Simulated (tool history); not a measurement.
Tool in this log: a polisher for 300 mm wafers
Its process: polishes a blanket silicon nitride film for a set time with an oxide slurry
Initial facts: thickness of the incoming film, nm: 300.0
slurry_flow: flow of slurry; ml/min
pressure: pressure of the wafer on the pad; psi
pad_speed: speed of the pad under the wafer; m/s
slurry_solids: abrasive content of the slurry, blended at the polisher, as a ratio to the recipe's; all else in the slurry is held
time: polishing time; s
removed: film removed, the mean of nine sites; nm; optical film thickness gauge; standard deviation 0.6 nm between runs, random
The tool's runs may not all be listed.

run	hour	slurry_flow	pressure	pad_speed	slurry_solids	time	removed
1	0	190	3.9	1.16	1	51	25.49
2	7.5	190	4.3	1.18	1	51	28.17
3	12.7	190	4.6	1.22	1	51	29.774
4	19	190	4.8	1.28	1	51	31.84
5	21.8	150	4.8	1.28	1	51	30.821
6	30.2	150	4	1.28	1	51	27.072
7	32.5	160	5.1	1.6	1.05	51	38.822
8	34.8	160	5.3	1.62	1.05	51	41.312
9	35.5	160	5.4	1.64	1.05	51	42.126
10	41.2	160	5.5	1.66	1.05	51	43.353
11	42.5	160	5.6	1.68	1.05	51	44.506
12	46.1	160	5.7	1.68	1.05	51	45.037
13	50.2	160	5.8	1.7	1.05	51	45.584
# hour 56.5: conditioning disc replaced and pad reconditioned
14	56.5	160	5.8	1.72	1.05	51	78.544
15	58	160	4.7	1.7	1.05	51	61.975
16	65.2	155	4.7	1.7	1.05	51	64.191

The next listed run, before its measurement:
17	71	150	4.8	1.7	1.05	51	?

Run 17 produced removed 62.302 nm.

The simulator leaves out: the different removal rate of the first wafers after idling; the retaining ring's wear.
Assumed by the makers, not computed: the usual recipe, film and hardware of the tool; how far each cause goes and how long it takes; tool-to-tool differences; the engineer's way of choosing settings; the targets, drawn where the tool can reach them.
